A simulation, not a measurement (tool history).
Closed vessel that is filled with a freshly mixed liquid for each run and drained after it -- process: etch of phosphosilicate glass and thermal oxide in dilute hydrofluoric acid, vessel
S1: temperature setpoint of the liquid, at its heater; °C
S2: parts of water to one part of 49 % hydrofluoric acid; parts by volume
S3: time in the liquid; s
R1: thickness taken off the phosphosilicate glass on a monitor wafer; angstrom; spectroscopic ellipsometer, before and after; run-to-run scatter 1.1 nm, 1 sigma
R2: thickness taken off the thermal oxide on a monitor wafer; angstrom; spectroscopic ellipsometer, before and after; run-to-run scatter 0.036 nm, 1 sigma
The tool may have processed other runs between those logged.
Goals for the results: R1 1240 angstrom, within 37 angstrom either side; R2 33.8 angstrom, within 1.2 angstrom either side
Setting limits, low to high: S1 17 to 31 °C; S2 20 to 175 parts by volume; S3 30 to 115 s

run,day,S1,S2,S3,R1,R2
1,0,23,95,60,1082.2,29.666
2,0.062,23.5,95,60,1095.3,30.404
3,0.292,24,95,60,1106.7,30.381
4,0.329,24,95,50,927.94,25.102
5,0.458,24,95,30,558.09,15.38
6,0.762,24,95,30,554.62,15.446
7,1.029,25,90,30,621.92,17.013
8,1.412,25.5,85,30,666.68,18.341
9,1.538,26,80,30,726.56,19.795
10,1.771,26.5,75,30,801.04,21.858
11,1.971,30.5,50,30,1436.5,39.933
12,2.2,30,50,30,1430.2,39.401
13,2.562,29.5,50,30,1405.7,38.427
14,2.662,29,50,30,1374.7,37.018

4 candidate next runs follow, results not yet known. Just one meets every target within its allowed miss. Identify it.
A,2.762,27.5,70,45,?,?
B,2.762,29,80,45,?,?
C,2.762,26,60,40,?,?
D,2.762,26,45,30,?,?

move,R1,R2
A,1366.2,36.635
B,1249.5,33.505
C,1353.5,36.292
D,1381.9,37.056
A: closes in on the targets versus the last run, not all within tolerance yet
B: meets every target
C: closes in on the targets versus the last run, not all within tolerance yet
D: the biggest miss grows against the last run
The move that meets every target is B.
